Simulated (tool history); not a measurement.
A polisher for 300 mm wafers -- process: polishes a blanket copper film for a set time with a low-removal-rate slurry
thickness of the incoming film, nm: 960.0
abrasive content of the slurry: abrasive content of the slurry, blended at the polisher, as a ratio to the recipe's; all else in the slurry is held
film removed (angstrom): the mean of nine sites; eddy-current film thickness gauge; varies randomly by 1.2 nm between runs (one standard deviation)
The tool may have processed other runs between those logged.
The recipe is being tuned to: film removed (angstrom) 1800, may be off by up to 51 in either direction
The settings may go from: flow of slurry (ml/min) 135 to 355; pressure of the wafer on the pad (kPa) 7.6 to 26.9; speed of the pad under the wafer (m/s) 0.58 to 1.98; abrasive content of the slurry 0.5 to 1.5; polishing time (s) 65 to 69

| run | day | flow of slurry (ml/min) | pressure of the wafer on the pad (kPa) | speed of the pad under the wafer (m/s) | abrasive content of the slurry | polishing time (s) | film removed (angstrom) |
|---|---|---|---|---|---|---|---|
| 1 | 0 | 225 | 17.2 | 1.28 | 1 | 65 | 2353.6 |
| 2 | 0.267 | 225 | 18.6 | 1.28 | 1 | 65 | 2528 |
| 3 | 0.404 | 225 | 18.6 | 1.56 | 1 | 65 | 3056 |
| 4 | 0.592 | 225 | 18.6 | 1.56 | 1.2 | 65 | 3241.3 |
| 5 | 0.796 | 225 | 18.6 | 1.56 | 1.2 | 69 | 3420.4 |
|  | 1.021 | head pressure recalibrated |
| 6 | 1.021 | 225 | 18.6 | 1.72 | 1.2 | 69 | 3371.1 |
| 7 | 1.254 | 220 | 16.5 | 1.7 | 1.2 | 69 | 3010.5 |
| 8 | 1.388 | 215 | 15.2 | 1.7 | 1.2 | 69 | 2743.7 |
| 9 | 1.496 | 210 | 13.8 | 1.7 | 1.2 | 69 | 2502 |
| 10 | 1.521 | 205 | 12.4 | 1.7 | 1.2 | 69 | 2237.8 |
| 11 | 1.646 | 200 | 11.7 | 1.7 | 1.2 | 69 | 2086.8 |
| 12 | 2.021 | 190 | 11.7 | 1.7 | 1.2 | 69 | 2114.7 |
| 13 | 2.379 | 190 | 11 | 1.7 | 1.2 | 69 | 1990.2 |
| 14 | 2.667 | 185 | 11 | 1.7 | 1.2 | 69 | 1974.1 |
| 15 | 2.854 | 180 | 11 | 1.7 | 1.2 | 69 | 1948 |
| 16 | 2.892 | 165 | 9.7 | 1.7 | 1.2 | 69 | 1704.8 |
| 17 | 3.217 | 170 | 9.7 | 1.7 | 1.2 | 69 | 1715.1 |
| 18 | 3.554 | 175 | 9.7 | 1.7 | 1.2 | 69 | 1708.3 |
| 19 | 3.742 | 180 | 9.7 | 1.7 | 1.2 | 69 | 1750.3 |
| 20 | 4.079 | 180 | 9.7 | 1.7 | 1.2 | 69 | 1728.3 |
| 21 | 4.254 | 185 | 9.7 | 1.7 | 1.2 | 69 | 1708.1 |
| 22 | 4.508 | 185 | 9.7 | 1.7 | 1.2 | 69 | 1734.4 |
| 23 | 4.671 | 195 | 10.3 | 1.7 | 1.2 | 69 | 1844.8 |
| 24 | 4.758 | 190 | 10.3 | 1.7 | 1.2 | 69 | 1862.4 |
| 25 | 4.912 | 185 | 10.3 | 1.7 | 1.2 | 69 | 1851.3 |

Which one of the following 4 next-run settings gets every result inside its allowed miss? There is exactly one.
| A | 5.067 | 155 | 11.7 | 1.54 | 1.1 | 69 | ? |
| B | 5.067 | 145 | 11.7 | 1.66 | 1.15 | 69 | ? |
| C | 5.067 | 270 | 9.7 | 1.96 | 0.95 | 68 | ? |
| D | 5.067 | 140 | 11.7 | 1.7 | 1.3 | 66 | ? |

| move | film removed (angstrom) |
|---|---|
| A | 1803.5 |
| B | 1943.2 |
| C | 1925.1 |
| D | 1959.4 |
A: all results land within tolerance of their targets
B: further off than the last run
C: further off than the last run
D: further off than the last run
Correct choice: A, which meets every target

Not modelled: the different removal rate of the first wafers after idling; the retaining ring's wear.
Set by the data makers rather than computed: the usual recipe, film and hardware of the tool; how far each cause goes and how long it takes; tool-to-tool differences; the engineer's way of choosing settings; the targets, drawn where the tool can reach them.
